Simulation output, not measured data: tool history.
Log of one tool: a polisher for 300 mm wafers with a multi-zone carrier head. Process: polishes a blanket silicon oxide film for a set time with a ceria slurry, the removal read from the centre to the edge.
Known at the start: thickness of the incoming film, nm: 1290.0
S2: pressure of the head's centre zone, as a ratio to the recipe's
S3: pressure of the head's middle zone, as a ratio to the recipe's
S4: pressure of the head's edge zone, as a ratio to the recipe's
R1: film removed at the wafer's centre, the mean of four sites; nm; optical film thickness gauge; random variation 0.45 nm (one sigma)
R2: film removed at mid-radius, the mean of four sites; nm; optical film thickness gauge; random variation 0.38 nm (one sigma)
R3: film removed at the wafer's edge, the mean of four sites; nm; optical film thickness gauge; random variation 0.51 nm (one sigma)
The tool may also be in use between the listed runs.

run 1 hour=0 | flow_of_slurry_(ml/min)=200 S2=1 S3=1 S4=1 polishing_time_(s)=30 | R1=90.037 R2=90.921 R3=91.02
run 2 hour=4.8 | flow_of_slurry_(ml/min)=195 S2=1 S3=0.98 S4=0.99 polishing_time_(s)=29 | R1=86.518 R2=87.542 R3=86.923
run 3 hour=7.4 | flow_of_slurry_(ml/min)=195 S2=1 S3=0.98 S4=1.05 polishing_time_(s)=29 | R1=87.028 R2=86.329 R3=88.415
run 4 hour=11 | flow_of_slurry_(ml/min)=190 S2=1 S3=0.96 S4=1.05 polishing_time_(s)=28 | R1=83.695 R2=82.324 R3=86.311
run 5 hour=16.9 | flow_of_slurry_(ml/min)=190 S2=0.97 S3=0.96 S4=1.05 polishing_time_(s)=28 | R1=79.679 R2=82.573 R3=85.55
run 6 hour=19.4 | flow_of_slurry_(ml/min)=190 S2=0.97 S3=0.96 S4=1.05 polishing_time_(s)=23 | R1=66.395 R2=67.757 R3=70.678

The next listed run, before its measurement:
run 7 hour=23.5 | flow_of_slurry_(ml/min)=185 S2=0.98 S3=0.95 S4=1.05 polishing_time_(s)=23 | R1=? R2=? R3=?

R1: 66.918 nm
R2: 68.053 nm
R3: 70.529 nm

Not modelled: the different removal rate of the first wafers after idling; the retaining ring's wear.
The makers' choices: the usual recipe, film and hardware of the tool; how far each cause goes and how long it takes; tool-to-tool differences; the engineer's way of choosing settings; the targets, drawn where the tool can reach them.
